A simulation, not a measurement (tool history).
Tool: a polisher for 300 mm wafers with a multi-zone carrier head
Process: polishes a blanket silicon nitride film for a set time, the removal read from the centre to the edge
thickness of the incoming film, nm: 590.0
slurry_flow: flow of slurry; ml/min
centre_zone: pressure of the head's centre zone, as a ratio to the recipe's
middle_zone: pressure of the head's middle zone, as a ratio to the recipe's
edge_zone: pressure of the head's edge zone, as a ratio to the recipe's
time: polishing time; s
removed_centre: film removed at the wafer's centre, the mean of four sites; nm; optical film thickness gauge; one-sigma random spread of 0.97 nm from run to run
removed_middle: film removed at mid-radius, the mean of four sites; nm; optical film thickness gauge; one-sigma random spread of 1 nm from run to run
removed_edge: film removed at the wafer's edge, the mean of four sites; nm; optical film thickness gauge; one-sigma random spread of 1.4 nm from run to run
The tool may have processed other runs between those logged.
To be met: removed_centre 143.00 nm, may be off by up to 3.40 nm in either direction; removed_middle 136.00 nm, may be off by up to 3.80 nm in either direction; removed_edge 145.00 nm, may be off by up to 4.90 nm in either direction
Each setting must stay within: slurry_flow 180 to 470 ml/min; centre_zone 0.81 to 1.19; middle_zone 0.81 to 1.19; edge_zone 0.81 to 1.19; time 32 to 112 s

{"run": 1, "hour": 0.0, "slurry_flow": 300, "centre_zone": 1.0, "middle_zone": 1.0, "edge_zone": 1.0, "time": 72, "removed_centre": 156.33, "removed_middle": 152.73, "removed_edge": 153.57}
{"run": 2, "hour": 7.9, "slurry_flow": 300, "centre_zone": 1.0, "middle_zone": 1.07, "edge_zone": 1.0, "time": 72, "removed_centre": 154.64, "removed_middle": 160.52, "removed_edge": 152.44}
{"run": 3, "hour": 9.0, "slurry_flow": 290, "centre_zone": 0.99, "middle_zone": 1.03, "edge_zone": 0.99, "time": 71, "removed_centre": 149.26, "removed_middle": 154.51, "removed_edge": 148.25}
{"run": 4, "hour": 17.3, "slurry_flow": 290, "centre_zone": 0.99, "middle_zone": 1.03, "edge_zone": 1.07, "time": 71, "removed_centre": 152.17, "removed_middle": 155.71, "removed_edge": 156.2}
{"run": 5, "hour": 25.1, "slurry_flow": 290, "centre_zone": 1.04, "middle_zone": 1.03, "edge_zone": 1.07, "time": 71, "removed_centre": 160.44, "removed_middle": 155.58, "removed_edge": 154.51}
{"run": 6, "hour": 29.6, "slurry_flow": 290, "centre_zone": 1.04, "middle_zone": 1.07, "edge_zone": 1.07, "time": 71, "removed_centre": 158.39, "removed_middle": 157.49, "removed_edge": 156.09}
{"run": 7, "hour": 31.8, "slurry_flow": 280, "centre_zone": 1.03, "middle_zone": 1.03, "edge_zone": 1.07, "time": 70, "removed_centre": 155.04, "removed_middle": 152.47, "removed_edge": 155.66}
{"run": 8, "hour": 39.9, "slurry_flow": 275, "centre_zone": 1.02, "middle_zone": 1.0, "edge_zone": 1.05, "time": 69, "removed_centre": 151.23, "removed_middle": 144.98, "removed_edge": 146.82}
{"run": 9, "hour": 43.2, "slurry_flow": 260, "centre_zone": 1.01, "middle_zone": 0.99, "edge_zone": 1.06, "time": 69, "removed_centre": 147.06, "removed_middle": 143.24, "removed_edge": 147.38}
{"run": 10, "hour": 51.7, "slurry_flow": 250, "centre_zone": 1.01, "middle_zone": 0.98, "edge_zone": 1.07, "time": 69, "removed_centre": 147.94, "removed_middle": 142.18, "removed_edge": 147.04}

5 candidate next runs follow, results not yet known. Just one meets every target within its allowed miss. Identify it.
{"run": "A", "hour": 60.2, "slurry_flow": 235, "centre_zone": 0.94, "middle_zone": 0.97, "edge_zone": 1.05, "time": 73, "removed_centre": "?", "removed_middle": "?", "removed_edge": "?"}
{"run": "B", "hour": 60.2, "slurry_flow": 245, "centre_zone": 0.99, "middle_zone": 0.95, "edge_zone": 1.02, "time": 69, "removed_centre": "?", "removed_middle": "?", "removed_edge": "?"}
{"run": "C", "hour": 60.2, "slurry_flow": 265, "centre_zone": 1.01, "middle_zone": 0.91, "edge_zone": 1.1, "time": 70, "removed_centre": "?", "removed_middle": "?", "removed_edge": "?"}
{"run": "D", "hour": 60.2, "slurry_flow": 215, "centre_zone": 0.99, "middle_zone": 1.11, "edge_zone": 0.96, "time": 67, "removed_centre": "?", "removed_middle": "?", "removed_edge": "?"}
{"run": "E", "hour": 60.2, "slurry_flow": 240, "centre_zone": 0.99, "middle_zone": 0.96, "edge_zone": 1.06, "time": 72, "removed_centre": "?", "removed_middle": "?", "removed_edge": "?"}

move=A removed_centre=143.11 removed_middle=145.15 removed_edge=155.86
move=B removed_centre=143.42 removed_middle=135.58 removed_edge=145.91
move=C removed_centre=150.11 removed_middle=134.03 removed_edge=154.95
move=D removed_centre=136.46 removed_middle=147.36 removed_edge=135.36
move=E removed_centre=149.20 removed_middle=142.31 removed_edge=154.81
A: lands further from the targets than the last run did
B: in spec on every target
C: meets the target for the result that was furthest off, but another lies outside its allowed miss
D: lands further from the targets than the last run did
E: lands further from the targets than the last run did
B is the move that brings every result within its allowed miss.
